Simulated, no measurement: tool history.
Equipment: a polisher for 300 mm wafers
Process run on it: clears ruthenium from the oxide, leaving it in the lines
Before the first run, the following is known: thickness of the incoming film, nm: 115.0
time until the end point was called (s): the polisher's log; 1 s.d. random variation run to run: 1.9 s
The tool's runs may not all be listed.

run	hour	flow of slurry (ml/min)	pressure of the wafer on the pad (kPa)	speed of the pad under the wafer (m/s)	overpolish time after the end point (s)	time until the end point was called (s)
1	0	190	12.4	0.98	32	117.21
2	5.3	215	12.4	0.98	32	116.74
3	6.1	215	13.8	0.98	32	106.22
4	8.3	215	12.4	0.96	32	117.29
5	9.2	215	14.5	0.96	32	103.52
6	12.3	215	13.1	0.94	32	113.92
7	15.5	215	11.7	0.92	32	129.24
8	21.8	215	11	0.9	32	138.89
9	22.9	215	10.3	0.9	32	146.71
10	26.9	215	9.7	0.9	32	157.87
11	35.1	195	6.2	0.9	32	228.01
12	43.1	200	6.2	0.9	32	228.98

Expected results for the next run?
13	47.9	205	6.2	0.9	32	?

{"run 13": {"time until the end point was called (s)": 228.53}}
